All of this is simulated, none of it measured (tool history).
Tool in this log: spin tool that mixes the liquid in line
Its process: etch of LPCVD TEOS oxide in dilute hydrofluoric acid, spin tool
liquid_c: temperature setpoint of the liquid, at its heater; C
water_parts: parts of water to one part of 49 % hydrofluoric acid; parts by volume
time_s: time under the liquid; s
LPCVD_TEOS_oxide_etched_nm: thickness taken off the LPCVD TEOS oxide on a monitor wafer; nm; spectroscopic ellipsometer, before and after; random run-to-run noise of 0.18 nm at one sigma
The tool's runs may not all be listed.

Run 1, day 0.000: liquid_c 25.0 C, water_parts 235 parts by volume, time_s 285 s. Result: LPCVD_TEOS_oxide_etched_nm 22.102 nm.
Run 2, day 0.192: liquid_c 26.5 C, water_parts 235 parts by volume, time_s 285 s. Result: LPCVD_TEOS_oxide_etched_nm 23.041 nm.
Run 3, day 0.529: liquid_c 29.0 C, water_parts 235 parts by volume, time_s 285 s. Result: LPCVD_TEOS_oxide_etched_nm 25.116 nm.
Run 4, day 0.638: liquid_c 31.5 C, water_parts 235 parts by volume, time_s 285 s. Result: LPCVD_TEOS_oxide_etched_nm 27.315 nm.
Run 5, day 0.971: liquid_c 32.0 C, water_parts 220 parts by volume, time_s 285 s. Result: LPCVD_TEOS_oxide_etched_nm 30.391 nm.
Run 6, day 1.338: liquid_c 32.0 C, water_parts 300 parts by volume, time_s 285 s. Result: LPCVD_TEOS_oxide_etched_nm 20.143 nm.
At day 1.575: hydrofluoric acid flow meter replaced.
Run 7, day 1.575: liquid_c 32.5 C, water_parts 270 parts by volume, time_s 285 s. Result: LPCVD_TEOS_oxide_etched_nm 25.794 nm.

Predict the results of run 8:
Run 8, day 1.742: liquid_c 32.5 C, water_parts 250 parts by volume, time_s 285 s. Result: LPCVD_TEOS_oxide_etched_nm ?.

For run 8 the tool returned LPCVD_TEOS_oxide_etched_nm 28.555 nm.
